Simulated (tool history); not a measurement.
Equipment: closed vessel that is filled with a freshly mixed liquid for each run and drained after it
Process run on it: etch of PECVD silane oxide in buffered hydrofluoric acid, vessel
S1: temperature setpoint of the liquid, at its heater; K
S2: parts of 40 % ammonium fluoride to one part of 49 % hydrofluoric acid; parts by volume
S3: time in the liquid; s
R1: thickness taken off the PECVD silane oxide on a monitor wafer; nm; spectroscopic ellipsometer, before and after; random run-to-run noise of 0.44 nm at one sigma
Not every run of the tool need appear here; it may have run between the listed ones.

{"run": 1, "hour": 0.0, "S1": 297.15, "S2": 24, "S3": 30, "R1": 47.522}
{"run": 2, "hour": 2.8, "S1": 297.15, "S2": 20, "S3": 30, "R1": 54.1}
{"run": 3, "hour": 6.7, "S1": 297.15, "S2": 13.5, "S3": 30, "R1": 79.722}
{"run": 4, "hour": 10.1, "S1": 298.15, "S2": 13.5, "S3": 30, "R1": 83.724}
{"run": 5, "hour": 11.1, "S1": 298.15, "S2": 13.5, "S3": 30, "R1": 83.895}
{"run": 6, "hour": 15.6, "S1": 298.15, "S2": 13.5, "S3": 30, "R1": 84.068}
{"run": 7, "hour": 22.3, "S1": 299.15, "S2": 13.5, "S3": 30, "R1": 88.423}
{"run": 8, "hour": 26.6, "S1": 299.65, "S2": 13.5, "S3": 30, "R1": 91.403}

What will run 9 give?
{"run": 9, "hour": 31.0, "S1": 300.15, "S2": 13.5, "S3": 30, "R1": "?"}

{"run 9": {"R1": 93.382}}

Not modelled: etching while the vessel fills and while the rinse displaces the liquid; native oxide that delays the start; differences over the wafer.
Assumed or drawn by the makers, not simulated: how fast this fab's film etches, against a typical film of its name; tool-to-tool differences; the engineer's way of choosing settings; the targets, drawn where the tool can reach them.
